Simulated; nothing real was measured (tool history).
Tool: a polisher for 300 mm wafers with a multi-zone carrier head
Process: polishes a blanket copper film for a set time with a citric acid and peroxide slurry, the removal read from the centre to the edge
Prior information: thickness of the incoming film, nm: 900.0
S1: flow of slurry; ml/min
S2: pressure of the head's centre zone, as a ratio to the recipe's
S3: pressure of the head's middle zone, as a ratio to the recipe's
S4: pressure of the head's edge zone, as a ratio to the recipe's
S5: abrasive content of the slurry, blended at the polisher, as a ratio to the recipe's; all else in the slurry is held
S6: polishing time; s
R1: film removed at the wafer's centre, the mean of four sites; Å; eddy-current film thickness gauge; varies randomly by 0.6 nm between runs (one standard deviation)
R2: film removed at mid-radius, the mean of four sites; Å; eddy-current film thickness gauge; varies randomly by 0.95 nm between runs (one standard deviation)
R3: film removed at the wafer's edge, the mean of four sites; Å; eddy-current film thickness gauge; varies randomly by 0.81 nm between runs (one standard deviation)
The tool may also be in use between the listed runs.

run  hour   S1    S2    S3    S4    S5  S6      R1      R2      R3
  1     0  155     1     1     1     1  37  620.54  625.62  641.86
  2   4.2  155  0.94     1     1     1  37  589.99  622.72  646.56
  3  12.4  155  0.99     1     1     1  37  613.72  622.77  637.17
  4  18.4  155  0.92     1     1     1  37  573.96  629.61  639.46
  5  19.2  155  0.92     1  1.08     1  37  580.58   625.8  666.15
  6  21.2  155  0.92     1  1.08  1.15  37  595.84  642.55  686.34
  7  24.6  160  0.92  1.01  1.09   1.2  38  607.11  668.26  711.25
  8  33.5  200  0.99  1.11  1.17  1.45  48  884.96  970.61  982.09
  9  36.6  195  0.98  1.11  1.17  1.45  48   888.4  981.74  979.04

Run 10 comes next. What will it give?
 10  40.6  190  0.97  1.11  1.17  1.45  48   ?   ?   ?

Run 10 measured R1 864.15 Å, R2 964.66 Å, R3 969.92 Å.
